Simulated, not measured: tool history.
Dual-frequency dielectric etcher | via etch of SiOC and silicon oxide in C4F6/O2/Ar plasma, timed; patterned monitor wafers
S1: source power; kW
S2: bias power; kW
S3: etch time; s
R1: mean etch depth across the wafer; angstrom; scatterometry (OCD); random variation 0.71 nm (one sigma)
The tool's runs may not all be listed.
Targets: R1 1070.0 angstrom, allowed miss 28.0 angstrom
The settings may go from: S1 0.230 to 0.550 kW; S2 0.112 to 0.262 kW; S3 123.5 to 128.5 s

run	hour	S1	S2	S3	R1
1	0.0	0.390	0.187	123.5	1454.9
2	4.2	0.430	0.187	123.5	1513.7
3	6.8	0.430	0.187	123.5	1543.2
4	8.4	0.460	0.187	123.5	1612.9
5	13.9	0.410	0.178	123.5	1468.3
6	14.8	0.350	0.178	123.5	1353.7
7	21.3	0.320	0.170	123.5	1266.8
8	28.8	0.300	0.165	123.5	1197.6
9	31.7	0.290	0.164	123.5	1170.0
10	37.0	0.280	0.163	123.5	1134.8
11	39.5	0.270	0.163	123.5	1101.7

5 next moves are on the table. One of them brings every result within its allowed miss. Which?
A	42.0	0.270	0.167	125.5	?
B	42.0	0.300	0.125	128.0	?
C	42.0	0.280	0.153	126.5	?
D	42.0	0.260	0.162	123.5	?
E	42.0	0.280	0.157	123.5	?

move	R1
A	1133.1
B	1134.4
C	1139.0
D	1074.4
E	1121.2
A: further off than the last run
B: further off than the last run
C: further off than the last run
D: meets every target
E: further off than the last run
Move D is the one to make.

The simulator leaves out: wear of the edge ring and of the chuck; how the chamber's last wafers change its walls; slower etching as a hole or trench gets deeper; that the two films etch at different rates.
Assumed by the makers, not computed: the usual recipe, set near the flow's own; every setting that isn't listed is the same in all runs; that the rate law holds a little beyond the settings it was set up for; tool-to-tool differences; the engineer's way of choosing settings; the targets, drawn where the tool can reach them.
